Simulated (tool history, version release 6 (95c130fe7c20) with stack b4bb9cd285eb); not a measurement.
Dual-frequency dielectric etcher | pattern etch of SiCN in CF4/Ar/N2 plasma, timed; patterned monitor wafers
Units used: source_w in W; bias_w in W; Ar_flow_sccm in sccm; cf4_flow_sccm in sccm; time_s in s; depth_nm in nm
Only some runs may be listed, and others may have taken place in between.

run 1 hour=0 | source_w=510 bias_w=81 Ar_flow_sccm=105 cf4_flow_sccm=83 time_s=48 | depth_nm=47.422
run 2 hour=6.3 | source_w=480 bias_w=78 Ar_flow_sccm=106 cf4_flow_sccm=82 time_s=48 | depth_nm=44.169
run 3 hour=9.1 | source_w=450 bias_w=76 Ar_flow_sccm=107 cf4_flow_sccm=82 time_s=48 | depth_nm=41.958
run 4 hour=17.8 | source_w=430 bias_w=73 Ar_flow_sccm=108 cf4_flow_sccm=81 time_s=48 | depth_nm=39.904
run 5 hour=21.7 | source_w=430 bias_w=73 Ar_flow_sccm=108 cf4_flow_sccm=95 time_s=48 | depth_nm=40.341
run 6 hour=29.9 | source_w=430 bias_w=73 Ar_flow_sccm=108 cf4_flow_sccm=102 time_s=48 | depth_nm=40.4
run 7 hour=37.1 | source_w=410 bias_w=71 Ar_flow_sccm=109 cf4_flow_sccm=102 time_s=48 | depth_nm=38.543
run 8 hour=42.7 | source_w=390 bias_w=69 Ar_flow_sccm=110 cf4_flow_sccm=102 time_s=48 | depth_nm=36.535
run 9 hour=51.1 | source_w=380 bias_w=68 Ar_flow_sccm=110 cf4_flow_sccm=102 time_s=48 | depth_nm=35.734
run 10 hour=53 | source_w=370 bias_w=67 Ar_flow_sccm=110 cf4_flow_sccm=102 time_s=48 | depth_nm=34.821

Estimate the outcome of run 11 from the log above:
run 11 hour=61.3 | source_w=360 bias_w=67 Ar_flow_sccm=110 cf4_flow_sccm=102 time_s=48 | depth_nm=?

depth_nm: 34.029 nm

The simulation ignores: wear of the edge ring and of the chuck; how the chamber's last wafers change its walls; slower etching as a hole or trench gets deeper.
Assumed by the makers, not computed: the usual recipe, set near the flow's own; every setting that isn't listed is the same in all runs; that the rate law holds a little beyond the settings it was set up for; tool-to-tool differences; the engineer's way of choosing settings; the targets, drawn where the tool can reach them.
